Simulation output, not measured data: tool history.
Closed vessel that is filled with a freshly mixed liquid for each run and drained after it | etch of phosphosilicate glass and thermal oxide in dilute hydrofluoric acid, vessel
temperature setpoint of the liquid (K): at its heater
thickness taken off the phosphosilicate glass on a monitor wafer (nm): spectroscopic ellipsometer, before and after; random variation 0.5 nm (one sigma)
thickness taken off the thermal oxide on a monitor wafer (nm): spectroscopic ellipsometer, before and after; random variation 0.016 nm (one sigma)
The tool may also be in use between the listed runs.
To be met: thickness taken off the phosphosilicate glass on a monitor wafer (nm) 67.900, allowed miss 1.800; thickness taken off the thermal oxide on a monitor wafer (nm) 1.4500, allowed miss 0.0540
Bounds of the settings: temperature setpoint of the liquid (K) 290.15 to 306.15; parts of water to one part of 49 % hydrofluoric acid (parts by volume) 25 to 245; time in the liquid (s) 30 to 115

| run | hour | temperature setpoint of the liquid (K) | parts of water to one part of 49 % hydrofluoric acid (parts by volume) | time in the liquid (s) | thickness taken off the phosphosilicate glass on a monitor wafer (nm) | thickness taken off the thermal oxide on a monitor wafer (nm) |
|---|---|---|---|---|---|---|
| 1 | 0.0 | 298.15 | 135 | 60 | 93.243 | 1.9742 |
| 2 | 2.5 | 298.15 | 165 | 60 | 73.677 | 1.6037 |
| 3 | 3.8 | 297.65 | 165 | 60 | 71.849 | 1.5295 |
| 4 | 9.9 | 297.65 | 195 | 60 | 58.893 | 1.3003 |
| 5 | 13.2 | 294.65 | 195 | 60 | 52.356 | 1.1582 |
| 6 | 17.0 | 296.65 | 195 | 60 | 56.284 | 1.2500 |
| 7 | 22.1 | 298.15 | 195 | 60 | 59.898 | 1.2923 |
| 8 | 30.2 | 298.65 | 195 | 60 | 61.264 | 1.3149 |
| 9 | 37.7 | 299.15 | 195 | 60 | 61.641 | 1.3425 |
| 10 | 41.7 | 300.15 | 195 | 60 | 65.751 | 1.3966 |

Which of these 4 next moves meets every target?
| A | 45.7 | 304.15 | 195 | 55 | ? | ? |
| B | 45.7 | 300.15 | 185 | 55 | ? | ? |
| C | 45.7 | 300.65 | 190 | 55 | ? | ? |
| D | 45.7 | 295.65 | 210 | 75 | ? | ? |

| move | thickness taken off the phosphosilicate glass on a monitor wafer (nm) | thickness taken off the thermal oxide on a monitor wafer (nm) |
|---|---|---|
| A | 68.254 | 1.4532 |
| B | 63.255 | 1.3468 |
| C | 62.341 | 1.3273 |
| D | 62.669 | 1.3343 |
A: meets every target
B: further off than the last run
C: further off than the last run
D: further off than the last run
Move A is the one to make.
